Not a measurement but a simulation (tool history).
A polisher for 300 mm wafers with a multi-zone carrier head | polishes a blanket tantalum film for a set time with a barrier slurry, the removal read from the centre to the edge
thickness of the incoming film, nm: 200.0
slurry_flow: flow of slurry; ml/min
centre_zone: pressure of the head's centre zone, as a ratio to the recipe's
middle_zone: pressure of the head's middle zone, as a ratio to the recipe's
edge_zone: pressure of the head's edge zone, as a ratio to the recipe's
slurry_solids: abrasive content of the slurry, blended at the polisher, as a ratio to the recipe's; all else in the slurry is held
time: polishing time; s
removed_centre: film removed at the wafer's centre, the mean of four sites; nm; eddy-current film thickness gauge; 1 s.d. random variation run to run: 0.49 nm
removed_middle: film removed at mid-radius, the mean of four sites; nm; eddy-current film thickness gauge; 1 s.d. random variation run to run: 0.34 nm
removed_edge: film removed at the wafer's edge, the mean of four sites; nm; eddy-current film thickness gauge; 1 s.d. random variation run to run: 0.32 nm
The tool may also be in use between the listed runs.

run,hour,slurry_flow,centre_zone,middle_zone,edge_zone,slurry_solids,time,removed_centre,removed_middle,removed_edge
1,0,250,1,1,1,1,33,61.587,65.46,64.907
2,1.4,250,1,1,1,0.9,33,60.981,62.206,62.824
3,8.5,245,1,0.98,0.97,0.8,30,51.593,53.629,53.768
4,11,245,1,0.98,1.05,0.8,30,52.142,53.916,56.291
5,12.6,245,1.03,0.95,1,0.7,28,47.41,46.101,48.227
6,18.9,240,1.04,0.92,0.96,0.65,27,44.256,42.278,44.129
7,19.8,240,1.04,0.92,0.96,0.65,27,45.04,42.941,44.198
8,26.4,235,1.05,0.89,0.94,0.6,26,42.225,37.909,41.023
9,29.4,225,1.09,0.9,0.84,0.5,24,35.927,32.52,32.061
10,37.6,240,1.09,0.89,0.86,0.5,24,36.28,31.316,33.401

Run 11 comes next. What will it give?
11,45.3,240,1.1,0.9,0.87,0.5,24,?,?,?

Run 11 gave removed_centre 36.795 nm, removed_middle 31.971 nm, removed_edge 32.963 nm.
